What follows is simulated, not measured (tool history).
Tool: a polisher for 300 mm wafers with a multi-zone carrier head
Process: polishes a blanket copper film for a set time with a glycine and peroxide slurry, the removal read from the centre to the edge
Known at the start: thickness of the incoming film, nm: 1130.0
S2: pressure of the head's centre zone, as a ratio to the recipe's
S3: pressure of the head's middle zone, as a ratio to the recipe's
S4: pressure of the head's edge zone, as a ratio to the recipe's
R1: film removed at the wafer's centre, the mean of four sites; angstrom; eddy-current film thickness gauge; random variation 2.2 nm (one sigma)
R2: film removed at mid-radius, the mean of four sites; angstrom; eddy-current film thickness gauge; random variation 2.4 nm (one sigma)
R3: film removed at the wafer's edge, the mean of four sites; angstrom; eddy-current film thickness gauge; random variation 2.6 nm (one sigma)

Run 1, hour 0.0: flow of slurry (ml/min) 185, S2 1.00, S3 1.00, S4 1.00, polishing time (s) 33. Result: R1 1674.0 angstrom, R2 1670.1 angstrom, R3 1674.6 angstrom.
Run 2, hour 0.8: flow of slurry (ml/min) 185, S2 1.00, S3 1.07, S4 1.00, polishing time (s) 33. Result: R1 1686.3 angstrom, R2 1750.2 angstrom, R3 1638.5 angstrom.
Run 3, hour 3.7: flow of slurry (ml/min) 185, S2 1.00, S3 1.07, S4 1.00, polishing time (s) 38. Result: R1 1922.0 angstrom, R2 2006.2 angstrom, R3 1879.4 angstrom.
Run 4, hour 10.5: flow of slurry (ml/min) 185, S2 1.01, S3 1.05, S4 1.00, polishing time (s) 38. Result: R1 1944.7 angstrom, R2 1999.1 angstrom, R3 1934.0 angstrom.
Run 5, hour 17.0: flow of slurry (ml/min) 185, S2 1.02, S3 1.03, S4 1.00, polishing time (s) 38. Result: R1 1937.4 angstrom, R2 1968.2 angstrom, R3 1906.6 angstrom.
Run 6, hour 18.7: flow of slurry (ml/min) 165, S2 1.02, S3 1.03, S4 1.00, polishing time (s) 38. Result: R1 1870.1 angstrom, R2 1963.4 angstrom, R3 1845.4 angstrom.
Run 7, hour 26.3: flow of slurry (ml/min) 175, S2 1.03, S3 1.01, S4 1.00, polishing time (s) 38. Result: R1 1975.0 angstrom, R2 1952.9 angstrom, R3 1863.1 angstrom.
Run 8, hour 29.8: flow of slurry (ml/min) 180, S2 1.03, S3 0.99, S4 1.01, polishing time (s) 38. Result: R1 1924.1 angstrom, R2 1912.0 angstrom, R3 1919.0 angstrom.
Run 9, hour 33.2: flow of slurry (ml/min) 185, S2 1.04, S3 0.98, S4 1.01, polishing time (s) 38. Result: R1 1982.3 angstrom, R2 1916.2 angstrom, R3 1943.9 angstrom.

Run 10 comes next. What will it give?
Run 10, hour 40.3: flow of slurry (ml/min) 190, S2 1.05, S3 0.97, S4 1.01, polishing time (s) 38. Result: R1 ?, R2 ?, R3 ?.

{"run 10": {"R1": 2027.5, "R2": 1846.8, "R3": 1899.3}}
